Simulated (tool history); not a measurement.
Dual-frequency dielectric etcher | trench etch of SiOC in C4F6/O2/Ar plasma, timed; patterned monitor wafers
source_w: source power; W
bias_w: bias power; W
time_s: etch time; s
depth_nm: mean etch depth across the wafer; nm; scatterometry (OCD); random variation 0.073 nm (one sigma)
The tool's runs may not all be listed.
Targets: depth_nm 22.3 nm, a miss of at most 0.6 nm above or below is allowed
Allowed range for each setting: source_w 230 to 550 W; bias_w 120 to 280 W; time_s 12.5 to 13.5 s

run	hour	source_w	bias_w	time_s	depth_nm
1	0	390	200	13.5	28.077
2	0.8	390	200	13.5	28.022
3	2.1	370	193	13.5	26.692
4	3.5	370	193	12.5	24.829
5	8.8	370	193	13.5	26.837
6	16.8	350	191	13.5	25.527
7	19.3	350	191	13.5	25.666
8	22.7	340	190	13.5	25.147
9	25.5	330	189	13.5	24.497
10	26.1	320	188	13.5	24.087
11	33.1	310	188	13.5	23.624

Pick the move, out of 5, that brings all results within their allowed miss; only one does.
A	40.1	340	180	13.5	?
B	40.1	360	176	13	?
C	40.1	330	197	13.5	?
D	40.1	350	157	13.5	?
E	40.1	310	176	13	?

move	depth_nm
A	24.725
B	24.528
C	25.061
D	23.965
E	22.12
A: misses by more than the last run did
B: misses by more than the last run did
C: misses by more than the last run did
D: misses by more than the last run did
E: all results land within tolerance of their targets
The right move is E.
